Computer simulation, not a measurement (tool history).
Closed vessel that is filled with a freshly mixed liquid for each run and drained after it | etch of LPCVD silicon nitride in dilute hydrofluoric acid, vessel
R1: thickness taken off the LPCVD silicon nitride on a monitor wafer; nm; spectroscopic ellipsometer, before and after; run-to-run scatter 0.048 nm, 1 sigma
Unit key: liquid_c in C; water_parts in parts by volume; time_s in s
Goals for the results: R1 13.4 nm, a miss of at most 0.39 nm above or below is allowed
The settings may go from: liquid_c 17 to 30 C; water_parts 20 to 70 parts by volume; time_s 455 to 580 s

run 1 day=0 | liquid_c=22 water_parts=40 time_s=580 | R1=7.335
run 2 day=0.154 | liquid_c=22 water_parts=40 time_s=455 | R1=5.758
run 3 day=0.271 | liquid_c=22 water_parts=30 time_s=455 | R1=7.6278
run 4 day=0.45 | liquid_c=24.5 water_parts=30 time_s=455 | R1=9.01
run 5 day=0.75 | liquid_c=21 water_parts=30 time_s=455 | R1=7.126
run 6 day=0.817 | liquid_c=23.5 water_parts=30 time_s=455 | R1=8.5282
run 7 day=1.096 | liquid_c=25.5 water_parts=30 time_s=455 | R1=9.6392
run 8 day=1.383 | liquid_c=27 water_parts=30 time_s=455 | R1=10.634
run 9 day=1.658 | liquid_c=28 water_parts=30 time_s=455 | R1=11.419
run 10 day=2.008 | liquid_c=28.5 water_parts=30 time_s=455 | R1=11.778
run 11 day=2.179 | liquid_c=28.5 water_parts=30 time_s=455 | R1=11.883
run 12 day=2.462 | liquid_c=29 water_parts=30 time_s=455 | R1=12.278

4 candidate next runs follow, results not yet known. Just one meets every target within its allowed miss. Identify it.
run A day=2.746 | liquid_c=28.5 water_parts=30 time_s=490 | R1=?
run B day=2.746 | liquid_c=30 water_parts=45 time_s=580 | R1=?
run C day=2.746 | liquid_c=28.5 water_parts=30 time_s=480 | R1=?
run D day=2.746 | liquid_c=28 water_parts=30 time_s=530 | R1=?

move=A R1=12.728
move=B R1=11.188
move=C R1=12.468
move=D R1=13.319
A: moves toward the targets from the last run without getting all of them in spec
B: moves away from the targets compared with the last run
C: moves toward the targets from the last run without getting all of them in spec
D: meets every target
D meets every target.
